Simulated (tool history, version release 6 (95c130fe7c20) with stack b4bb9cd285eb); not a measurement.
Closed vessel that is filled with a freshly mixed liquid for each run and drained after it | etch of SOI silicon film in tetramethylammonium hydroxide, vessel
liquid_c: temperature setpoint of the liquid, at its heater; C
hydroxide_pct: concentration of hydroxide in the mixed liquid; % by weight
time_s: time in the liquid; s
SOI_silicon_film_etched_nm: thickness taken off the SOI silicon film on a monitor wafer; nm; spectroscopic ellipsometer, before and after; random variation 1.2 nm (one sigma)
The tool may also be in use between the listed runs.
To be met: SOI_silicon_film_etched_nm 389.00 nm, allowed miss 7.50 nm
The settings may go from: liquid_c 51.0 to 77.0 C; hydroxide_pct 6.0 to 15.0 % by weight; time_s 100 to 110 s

{"run": 1, "hour": 0.0, "liquid_c": 64.0, "hydroxide_pct": 10.0, "time_s": 100, "SOI_silicon_film_etched_nm": 478.34}
{"run": 2, "hour": 8.0, "liquid_c": 64.0, "hydroxide_pct": 11.0, "time_s": 100, "SOI_silicon_film_etched_nm": 461.01}
{"run": 3, "hour": 15.8, "liquid_c": 63.5, "hydroxide_pct": 11.0, "time_s": 100, "SOI_silicon_film_etched_nm": 446.62}
{"run": 4, "hour": 20.5, "liquid_c": 67.0, "hydroxide_pct": 11.0, "time_s": 100, "SOI_silicon_film_etched_nm": 552.74}
{"run": 5, "hour": 27.1, "liquid_c": 67.0, "hydroxide_pct": 11.0, "time_s": 100, "SOI_silicon_film_etched_nm": 551.87}
{"run": 6, "hour": 28.1, "liquid_c": 65.5, "hydroxide_pct": 11.0, "time_s": 100, "SOI_silicon_film_etched_nm": 503.61}
{"hour": 36.7, "done": "hydroxide flow meter replaced"}
{"run": 7, "hour": 36.7, "liquid_c": 64.5, "hydroxide_pct": 11.0, "time_s": 100, "SOI_silicon_film_etched_nm": 460.54}
{"run": 8, "hour": 38.2, "liquid_c": 64.0, "hydroxide_pct": 11.0, "time_s": 100, "SOI_silicon_film_etched_nm": 446.26}
{"run": 9, "hour": 46.4, "liquid_c": 63.5, "hydroxide_pct": 11.0, "time_s": 100, "SOI_silicon_film_etched_nm": 436.05}
{"run": 10, "hour": 53.6, "liquid_c": 61.0, "hydroxide_pct": 11.0, "time_s": 100, "SOI_silicon_film_etched_nm": 371.79}

Which of these 5 next moves meets every target?
{"run": "A", "hour": 60.8, "liquid_c": 59.5, "hydroxide_pct": 11.5, "time_s": 110, "SOI_silicon_film_etched_nm": "?"}
{"run": "B", "hour": 60.8, "liquid_c": 61.0, "hydroxide_pct": 9.5, "time_s": 100, "SOI_silicon_film_etched_nm": "?"}
{"run": "C", "hour": 60.8, "liquid_c": 61.5, "hydroxide_pct": 13.5, "time_s": 105, "SOI_silicon_film_etched_nm": "?"}
{"run": "D", "hour": 60.8, "liquid_c": 59.5, "hydroxide_pct": 9.5, "time_s": 100, "SOI_silicon_film_etched_nm": "?"}
{"run": "E", "hour": 60.8, "liquid_c": 61.5, "hydroxide_pct": 12.0, "time_s": 110, "SOI_silicon_film_etched_nm": "?"}

move=A SOI_silicon_film_etched_nm=367.03
move=B SOI_silicon_film_etched_nm=392.77
move=C SOI_silicon_film_etched_nm=370.36
move=D SOI_silicon_film_etched_nm=357.70
move=E SOI_silicon_film_etched_nm=408.75
A: further off than the last run
B: meets every target
C: further off than the last run
D: further off than the last run
E: takes the result that was furthest off past its target
The right move is B.
